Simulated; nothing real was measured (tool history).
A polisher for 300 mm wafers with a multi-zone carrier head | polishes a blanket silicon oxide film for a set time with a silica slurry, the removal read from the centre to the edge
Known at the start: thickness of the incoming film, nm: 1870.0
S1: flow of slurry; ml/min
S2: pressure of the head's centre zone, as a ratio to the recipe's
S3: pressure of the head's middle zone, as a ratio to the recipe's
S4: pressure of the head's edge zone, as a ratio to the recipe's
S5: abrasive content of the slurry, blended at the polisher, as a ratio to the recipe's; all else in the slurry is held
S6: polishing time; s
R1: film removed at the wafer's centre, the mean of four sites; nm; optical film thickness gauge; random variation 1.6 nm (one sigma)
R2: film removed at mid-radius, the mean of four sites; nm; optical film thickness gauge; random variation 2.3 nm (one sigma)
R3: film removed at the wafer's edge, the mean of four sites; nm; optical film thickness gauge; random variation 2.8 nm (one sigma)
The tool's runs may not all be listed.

run 1 hour=0.0 | S1=310 S2=1.00 S3=1.00 S4=1.00 S5=1.00 S6=83 | R1=345.69 R2=336.52 R3=328.43
run 2 hour=4.5 | S1=245 S2=1.00 S3=1.00 S4=1.00 S5=1.00 S6=83 | R1=331.45 R2=326.46 R3=323.58
run 3 hour=7.6 | S1=280 S2=1.00 S3=1.00 S4=1.00 S5=1.00 S6=83 | R1=346.49 R2=324.71 R3=328.41
run 4 hour=14.0 | S1=270 S2=0.97 S3=1.01 S4=0.98 S5=0.95 S6=83 | R1=324.73 R2=328.75 R3=317.21
run 5 hour=16.4 | S1=270 S2=0.97 S3=0.96 S4=0.98 S5=0.95 S6=83 | R1=326.29 R2=308.13 R3=323.65
run 6 hour=19.6 | S1=265 S2=0.95 S3=0.97 S4=0.97 S5=0.90 S6=82 | R1=310.29 R2=305.45 R3=308.70
run 7 hour=27.6 | S1=260 S2=0.93 S3=0.98 S4=0.96 S5=0.85 S6=81 | R1=295.22 R2=294.02 R3=299.83
run 8 hour=31.3 | S1=255 S2=0.91 S3=1.00 S4=0.95 S5=0.80 S6=80 | R1=273.64 R2=297.72 R3=291.53
run 9 hour=38.8 | S1=255 S2=0.91 S3=1.00 S4=0.95 S5=0.80 S6=80 | R1=276.76 R2=293.10 R3=285.95
run 10 hour=44.7 | S1=250 S2=0.90 S3=1.01 S4=0.94 S5=0.75 S6=80 | R1=267.78 R2=293.40 R3=277.65
run 11 hour=46.3 | S1=245 S2=0.89 S3=1.01 S4=0.93 S5=0.70 S6=80 | R1=260.73 R2=285.29 R3=272.34

The next listed run, before its measurement:
run 12 hour=54.6 | S1=240 S2=0.88 S3=1.02 S4=0.92 S5=0.65 S6=80 | R1=? R2=? R3=?

Run 12 gave R1 251.45 nm, R2 280.14 nm, R3 271.58 nm.

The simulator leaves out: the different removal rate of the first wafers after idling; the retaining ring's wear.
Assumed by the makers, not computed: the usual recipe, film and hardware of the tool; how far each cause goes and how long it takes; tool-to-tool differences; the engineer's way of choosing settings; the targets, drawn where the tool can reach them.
